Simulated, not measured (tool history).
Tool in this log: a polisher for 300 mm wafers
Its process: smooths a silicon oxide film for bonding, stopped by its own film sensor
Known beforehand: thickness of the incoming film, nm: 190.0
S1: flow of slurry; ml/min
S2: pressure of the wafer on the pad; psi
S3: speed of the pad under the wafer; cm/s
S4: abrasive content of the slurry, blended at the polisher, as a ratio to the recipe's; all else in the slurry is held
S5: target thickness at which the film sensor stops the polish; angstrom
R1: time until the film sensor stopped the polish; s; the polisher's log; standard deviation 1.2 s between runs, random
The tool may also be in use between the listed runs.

run,hour,S1,S2,S3,S4,S5,R1
1,0.0,280,2.0,88,1.0,1700,41.830
2,7.7,340,2.0,88,1.0,1700,41.274
3,13.4,340,2.0,68,1.0,1700,50.156
4,19.5,340,1.8,66,1.0,1700,55.199
5,26.3,340,1.6,62,1.0,1700,62.768
6,32.2,340,1.5,60,1.0,1700,69.383
7,36.4,340,1.4,60,1.0,1700,73.098
8,40.7,340,1.4,60,1.0,1700,72.601

Expected results for the next run?
9,46.8,340,1.3,60,1.0,1700,?

{"run 9": {"R1": 75.548}}
